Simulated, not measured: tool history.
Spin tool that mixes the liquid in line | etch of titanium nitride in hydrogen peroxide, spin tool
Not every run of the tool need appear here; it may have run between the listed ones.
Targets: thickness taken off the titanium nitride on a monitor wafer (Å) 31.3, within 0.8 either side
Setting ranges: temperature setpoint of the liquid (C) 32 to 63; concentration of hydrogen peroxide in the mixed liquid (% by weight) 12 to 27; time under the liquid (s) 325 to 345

run  hour  temperature setpoint of the liquid (C)  concentration of hydrogen peroxide in the mixed liquid (% by weight)  time under the liquid (s)  thickness taken off the titanium nitride on a monitor wafer (Å)
  1     0                                      47                                                                    18                        325                                                           65.449
  2   7.3                                      42                                                                    18                        325                                                           44.895
  3    13                                      49                                                                    18                        325                                                            76.15
  4  20.9                                      49                                                                    18                        325                                                           75.974
  5  22.2                                    42.5                                                                    18                        325                                                           46.883
  6    28                                    41.5                                                                    18                        325                                                           43.822
  7  36.4                                    40.5                                                                    18                        325                                                           40.167
  8  44.2                                      40                                                                    18                        325                                                           38.509
  9    49                                    39.5                                                                    18                        325                                                            37.23
 10  53.8                                      39                                                                    18                        325                                                           35.722
 11  56.2                                    38.5                                                                    18                        325                                                           34.252
 12  60.4                                      38                                                                    18                        325                                                           33.165

Consider the 5 candidate settings below. Which is the only one whose results all fall within their allowed miss of target?
  A  64.6                                    35.5                                                                  19.5                        345                                                                ?
  B  64.6                                      38                                                                    15                        335                                                                ?
  C  64.6                                      39                                                                    15                        325                                                                ?
  D  64.6                                      38                                                                    22                        330                                                                ?
  E  64.6                                      37                                                                    15                        345                                                                ?

move  thickness taken off the titanium nitride on a monitor wafer (Å)
   A                                                            29.75
   B                                                           33.252
   C                                                           34.865
   D                                                            35.54
   E                                                            31.67
A: the result that was furthest off in the last run now lies on the other side of its target
B: roughly where the last run was
C: further off than the last run
D: further off than the last run
E: every result lands within tolerance
Correct choice: E, which meets every target

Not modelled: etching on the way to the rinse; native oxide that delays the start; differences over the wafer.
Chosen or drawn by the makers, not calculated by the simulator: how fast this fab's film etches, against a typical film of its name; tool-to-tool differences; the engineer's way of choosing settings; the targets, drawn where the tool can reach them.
